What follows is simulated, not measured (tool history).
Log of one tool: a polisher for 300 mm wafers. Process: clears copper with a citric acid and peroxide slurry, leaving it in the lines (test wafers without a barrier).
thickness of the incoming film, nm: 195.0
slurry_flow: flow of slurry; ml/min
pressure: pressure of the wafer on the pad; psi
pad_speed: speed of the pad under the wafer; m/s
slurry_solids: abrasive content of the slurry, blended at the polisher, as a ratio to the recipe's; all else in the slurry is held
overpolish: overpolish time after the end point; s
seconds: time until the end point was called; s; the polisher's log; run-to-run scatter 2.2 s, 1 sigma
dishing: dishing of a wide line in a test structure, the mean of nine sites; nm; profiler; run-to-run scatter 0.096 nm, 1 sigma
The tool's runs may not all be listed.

run  hour  slurry_flow  pressure  pad_speed  slurry_solids  overpolish  seconds  dishing
  1     0          265       2.5       1.04              1          13   106.49   17.604
  2   3.6          265       2.1       1.04              1          10   125.78   11.815
  3   8.8          265       1.8       1.08              1           8    147.3   8.8395
  4  15.7          265       2.4       1.08              1           8   107.53   11.057
  5  16.7          265       2.4       1.08            1.2           8   108.13   11.804
  6    23          265       2.4       0.96            1.2           8   113.45   10.987
  7  31.7          245       2.4       0.82              1           7    131.1   8.5725

Expected results for the next run?
  8  39.8          220       2.5       0.72           0.85           6        ?        ?

{"run 8": {"seconds": 140.37, "dishing": 6.9757}}

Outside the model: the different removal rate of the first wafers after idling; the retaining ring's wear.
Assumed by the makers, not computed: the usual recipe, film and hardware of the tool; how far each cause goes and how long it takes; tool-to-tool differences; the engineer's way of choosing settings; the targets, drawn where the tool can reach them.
